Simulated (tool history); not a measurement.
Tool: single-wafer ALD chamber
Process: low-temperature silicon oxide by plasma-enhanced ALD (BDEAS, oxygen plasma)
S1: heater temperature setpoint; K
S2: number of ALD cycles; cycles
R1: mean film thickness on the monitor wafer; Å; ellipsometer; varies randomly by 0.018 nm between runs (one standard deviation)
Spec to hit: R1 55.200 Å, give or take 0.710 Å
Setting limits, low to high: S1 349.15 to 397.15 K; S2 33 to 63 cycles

run 1 hour=0.0 | S1=373.15 S2=48 | R1=63.688
run 2 hour=7.2 | S1=363.15 S2=48 | R1=66.135
run 3 hour=10.2 | S1=363.15 S2=54 | R1=74.829
run 4 hour=15.6 | S1=363.15 S2=50 | R1=69.339
run 5 hour=23.5 | S1=370.15 S2=49 | R1=66.000
run 6 hour=28.2 | S1=370.15 S2=56 | R1=74.976
run 7 hour=34.8 | S1=375.15 S2=54 | R1=71.064
run 8 hour=41.0 | S1=379.15 S2=52 | R1=67.809
run 9 hour=49.2 | S1=382.15 S2=50 | R1=65.262
run 10 hour=58.0 | S1=384.15 S2=48 | R1=62.326
run 11 hour=61.6 | S1=386.15 S2=47 | R1=60.706
run 12 hour=70.2 | S1=388.15 S2=46 | R1=58.918
run 13 hour=75.1 | S1=389.15 S2=45 | R1=57.646
run 14 hour=76.6 | S1=395.15 S2=43 | R1=54.438

4 next moves are on the table. One of them brings every result within its allowed miss. Which?
run A hour=78.1 | S1=397.15 S2=45 | R1=?
run B hour=78.1 | S1=387.15 S2=43 | R1=?
run C hour=78.1 | S1=390.15 S2=42 | R1=?
run D hour=78.1 | S1=394.15 S2=45 | R1=?

move=A R1=56.974
move=B R1=55.621
move=C R1=53.982
move=D R1=57.344
A: moves the result that the last run missed by most past its target, out the other side
B: all results in spec
C: its largest miss is bigger than the last run's
D: moves the result that the last run missed by most past its target, out the other side
Answer: B

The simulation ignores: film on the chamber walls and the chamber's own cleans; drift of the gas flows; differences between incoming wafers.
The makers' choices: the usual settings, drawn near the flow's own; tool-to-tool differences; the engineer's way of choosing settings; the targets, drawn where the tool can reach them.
